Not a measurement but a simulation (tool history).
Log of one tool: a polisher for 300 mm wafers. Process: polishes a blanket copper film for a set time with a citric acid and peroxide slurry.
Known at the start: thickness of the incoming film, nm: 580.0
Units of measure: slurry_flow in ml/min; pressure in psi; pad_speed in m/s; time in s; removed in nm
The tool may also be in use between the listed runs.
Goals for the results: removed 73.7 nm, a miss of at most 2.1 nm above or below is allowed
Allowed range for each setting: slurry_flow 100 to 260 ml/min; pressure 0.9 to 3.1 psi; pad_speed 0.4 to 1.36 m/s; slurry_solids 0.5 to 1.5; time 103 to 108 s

{"run": 1, "day": 0.0, "slurry_flow": 165, "pressure": 2, "pad_speed": 0.88, "slurry_solids": 1, "time": 103, "removed": 164.49}
{"run": 2, "day": 0.221, "slurry_flow": 165, "pressure": 2, "pad_speed": 0.88, "slurry_solids": 0.9, "time": 103, "removed": 162.23}
{"run": 3, "day": 0.392, "slurry_flow": 165, "pressure": 2, "pad_speed": 0.88, "slurry_solids": 0.7, "time": 103, "removed": 153.68}
{"run": 4, "day": 0.7, "slurry_flow": 165, "pressure": 2, "pad_speed": 1, "slurry_solids": 0.7, "time": 103, "removed": 174.23}
{"run": 5, "day": 0.983, "slurry_flow": 165, "pressure": 2.3, "pad_speed": 1, "slurry_solids": 0.7, "time": 103, "removed": 191.41}
{"run": 6, "day": 1.083, "slurry_flow": 155, "pressure": 1.8, "pad_speed": 0.86, "slurry_solids": 0.7, "time": 103, "removed": 140.71}
{"run": 7, "day": 1.404, "slurry_flow": 155, "pressure": 1.5, "pad_speed": 0.76, "slurry_solids": 0.7, "time": 103, "removed": 111.61}
{"run": 8, "day": 1.583, "slurry_flow": 155, "pressure": 1.3, "pad_speed": 0.7, "slurry_solids": 0.7, "time": 103, "removed": 95.232}
{"run": 9, "day": 1.85, "slurry_flow": 155, "pressure": 1.3, "pad_speed": 0.7, "slurry_solids": 0.7, "time": 103, "removed": 95.822}
{"run": 10, "day": 1.971, "slurry_flow": 155, "pressure": 1.2, "pad_speed": 0.68, "slurry_solids": 0.7, "time": 103, "removed": 89.269}
{"run": 11, "day": 2.075, "slurry_flow": 155, "pressure": 1.1, "pad_speed": 0.66, "slurry_solids": 0.7, "time": 103, "removed": 83.412}

Exercise: of the 4 proposed moves below, exactly one satisfies all targets within the stated allowed misses. Which move is it?
{"run": "A", "day": 2.179, "slurry_flow": 185, "pressure": 1.2, "pad_speed": 0.64, "slurry_solids": 0.7, "time": 104, "removed": "?"}
{"run": "B", "day": 2.179, "slurry_flow": 155, "pressure": 0.9, "pad_speed": 0.58, "slurry_solids": 0.7, "time": 103, "removed": "?"}
{"run": "C", "day": 2.179, "slurry_flow": 140, "pressure": 1, "pad_speed": 0.6, "slurry_solids": 0.85, "time": 103, "removed": "?"}
{"run": "D", "day": 2.179, "slurry_flow": 105, "pressure": 0.9, "pad_speed": 0.7, "slurry_solids": 0.5, "time": 103, "removed": "?"}

move=A removed=88.032
move=B removed=68.016
move=C removed=74.936
move=D removed=70.925
A: its largest miss is bigger than the last run's
B: takes the result that was furthest off past its target
C: hits every target within its allowed miss
D: takes the result that was furthest off past its target
So the answer is move C, the one that meets all the targets.
